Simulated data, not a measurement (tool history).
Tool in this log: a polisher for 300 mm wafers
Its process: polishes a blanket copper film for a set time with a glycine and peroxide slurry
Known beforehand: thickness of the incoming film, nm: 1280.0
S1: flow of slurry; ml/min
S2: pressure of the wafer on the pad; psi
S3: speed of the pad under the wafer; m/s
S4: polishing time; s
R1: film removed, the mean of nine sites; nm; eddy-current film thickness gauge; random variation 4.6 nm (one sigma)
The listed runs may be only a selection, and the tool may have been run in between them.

Run 1, day 0: S1 295 ml/min, S2 3.1 psi, S3 1.28 m/s, S4 72 s. Result: R1 445.18 nm.
Run 2, day 0.046: S1 295 ml/min, S2 3.1 psi, S3 1.28 m/s, S4 72 s. Result: R1 449.91 nm.
Run 3, day 0.092: S1 295 ml/min, S2 3.1 psi, S3 1.04 m/s, S4 72 s. Result: R1 383.2 nm.
Run 4, day 0.212: S1 295 ml/min, S2 3.1 psi, S3 0.86 m/s, S4 72 s. Result: R1 333.8 nm.
Run 5, day 0.317: S1 295 ml/min, S2 3.1 psi, S3 0.58 m/s, S4 72 s. Result: R1 253.9 nm.
Run 6, day 0.562: S1 295 ml/min, S2 2.7 psi, S3 0.58 m/s, S4 72 s. Result: R1 220.99 nm.

Run 7 comes next. What will it give?
Run 7, day 0.867: S1 295 ml/min, S2 3 psi, S3 0.58 m/s, S4 72 s. Result: R1 ?.

{"run 7": {"R1": 248.99}}
